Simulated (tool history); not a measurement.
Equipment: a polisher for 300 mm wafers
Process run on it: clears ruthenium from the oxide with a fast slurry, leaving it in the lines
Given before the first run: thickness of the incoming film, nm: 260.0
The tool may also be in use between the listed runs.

| run | hour | flow of slurry (ml/min) | pressure of the wafer on the pad (psi) | speed of the pad under the wafer (cm/s) | abrasive content of the slurry | overpolish time after the end point (s) | time until the end point was called (s) | dishing of a wide line in a test structure (angstrom) |
|---|---|---|---|---|---|---|---|---|
| 1 | 0.0 | 265 | 2.3 | 106 | 1.00 | 22 | 58.360 | 664.09 |
| 2 | 1.4 | 215 | 2.3 | 106 | 1.00 | 22 | 59.644 | 678.77 |
| 3 | 4.9 | 215 | 2.7 | 106 | 1.00 | 22 | 52.134 | 742.30 |
| 4 | 12.2 | 215 | 2.1 | 106 | 1.00 | 22 | 64.594 | 637.12 |
| 5 | 20.0 | 215 | 2.1 | 106 | 1.15 | 22 | 60.195 | 663.73 |
| 6 | 23.9 | 210 | 1.9 | 98 | 1.15 | 24 | 71.616 | 623.18 |
| 7 | 31.2 | 205 | 1.7 | 92 | 1.15 | 26 | 80.508 | 593.05 |
| 8 | 32.9 | 200 | 1.6 | 86 | 1.15 | 28 | 89.408 | 570.47 |
| 9 | 37.0 | 195 | 1.0 | 56 | 1.10 | 38 | 191.170 | 391.74 |

Run 10 is up next; what results do you expect?
| 10 | 45.4 | 195 | 1.1 | 56 | 1.10 | 38 | ? | ? |

time until the end point was called (s): 182.410
dishing of a wide line in a test structure (angstrom): 417.76

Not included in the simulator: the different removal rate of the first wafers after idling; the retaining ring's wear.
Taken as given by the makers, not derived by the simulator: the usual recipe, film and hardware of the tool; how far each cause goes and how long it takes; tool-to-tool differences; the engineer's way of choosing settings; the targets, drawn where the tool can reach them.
